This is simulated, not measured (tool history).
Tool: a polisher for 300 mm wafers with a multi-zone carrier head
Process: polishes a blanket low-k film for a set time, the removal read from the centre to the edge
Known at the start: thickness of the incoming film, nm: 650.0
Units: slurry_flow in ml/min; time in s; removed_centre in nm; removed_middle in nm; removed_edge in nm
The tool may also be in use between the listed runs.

run	hour	slurry_flow	centre_zone	middle_zone	edge_zone	slurry_solids	time	removed_centre	removed_middle	removed_edge
1	0	185	1	1	1	1	38	14.826	16.371	16.85
2	8.7	160	1	1	1	1	38	14.385	16.037	16.114
3	17.6	180	1.01	1	1.04	1	38	14.801	16.361	16.958
4	22.4	180	1.01	0.96	1.04	1	38	14.839	15.861	17.424
5	29.1	195	1.02	0.96	1.07	1	38	15.246	15.865	17.692
6	31.5	195	1.02	0.96	1.07	1	34	13.783	14.133	15.699
7	36.1	185	1.01	0.94	1.17	1.25	36	15.212	15.618	18.591
8	38.3	195	1.01	0.94	1.17	1.3	36	15.183	15.992	19.006
9	39.5	205	1.02	0.94	1.17	1.35	36	15.836	16.601	19.302
10	41.3	210	1.02	0.93	1.17	1.4	37	16.424	16.821	20.348
11	48.7	215	1.02	0.93	1.17	1.4	37	16.635	16.928	19.774
12	56	215	1.02	0.93	1.17	1.4	37	16.582	17.021	19.589

The next listed run, before its measurement:
13	65	205	1.03	0.94	1.17	1.4	37	?	?	?

removed_centre: 16.609 nm
removed_middle: 16.828 nm
removed_edge: 19.922 nm

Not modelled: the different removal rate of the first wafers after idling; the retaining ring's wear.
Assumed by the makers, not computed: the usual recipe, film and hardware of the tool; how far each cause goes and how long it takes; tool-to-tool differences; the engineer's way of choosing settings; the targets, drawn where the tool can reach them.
